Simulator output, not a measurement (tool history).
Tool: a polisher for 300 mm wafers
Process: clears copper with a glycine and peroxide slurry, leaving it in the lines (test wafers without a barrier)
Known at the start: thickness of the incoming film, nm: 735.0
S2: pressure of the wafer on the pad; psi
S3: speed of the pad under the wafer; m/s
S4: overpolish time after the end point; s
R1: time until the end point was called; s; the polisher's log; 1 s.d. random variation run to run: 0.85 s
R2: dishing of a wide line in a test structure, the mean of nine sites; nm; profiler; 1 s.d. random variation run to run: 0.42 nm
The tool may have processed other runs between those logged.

Run 1, hour 0.0: flow of slurry (ml/min) 145, S2 2.9 psi, S3 0.78 m/s, S4 20 s. Result: R1 139.420 s, R2 21.662 nm.
Run 2, hour 5.2: flow of slurry (ml/min) 145, S2 2.9 psi, S3 0.90 m/s, S4 20 s. Result: R1 120.200 s, R2 21.659 nm.
Run 3, hour 13.2: flow of slurry (ml/min) 145, S2 3.5 psi, S3 0.90 m/s, S4 20 s. Result: R1 105.770 s, R2 21.385 nm.
Run 4, hour 21.1: flow of slurry (ml/min) 175, S2 3.5 psi, S3 0.90 m/s, S4 20 s. Result: R1 101.790 s, R2 20.463 nm.
Run 5, hour 23.2: flow of slurry (ml/min) 185, S2 3.5 psi, S3 0.90 m/s, S4 17 s. Result: R1 104.300 s, R2 20.271 nm.
Run 6, hour 27.6: flow of slurry (ml/min) 220, S2 3.5 psi, S3 0.90 m/s, S4 17 s. Result: R1 101.070 s, R2 20.297 nm.
Run 7, hour 29.8: flow of slurry (ml/min) 220, S2 3.6 psi, S3 0.90 m/s, S4 15 s. Result: R1 98.293 s, R2 21.345 nm.
Run 8, hour 34.7: flow of slurry (ml/min) 210, S2 3.5 psi, S3 0.92 m/s, S4 20 s. Result: R1 100.310 s, R2 21.756 nm.
Run 9, hour 41.4: flow of slurry (ml/min) 195, S2 3.6 psi, S3 0.92 m/s, S4 17 s. Result: R1 97.047 s, R2 20.804 nm.
Run 10, hour 46.4: flow of slurry (ml/min) 175, S2 3.7 psi, S3 0.90 m/s, S4 15 s. Result: R1 99.268 s, R2 20.234 nm.
Run 11, hour 47.0: flow of slurry (ml/min) 160, S2 3.8 psi, S3 0.88 m/s, S4 13 s. Result: R1 100.290 s, R2 19.626 nm.

Forecast run 12:
Run 12, hour 52.6: flow of slurry (ml/min) 150, S2 3.9 psi, S3 0.86 m/s, S4 11 s. Result: R1 ?, R2 ?.

{"run 12": {"R1": 101.76, "R2": 19.208}}
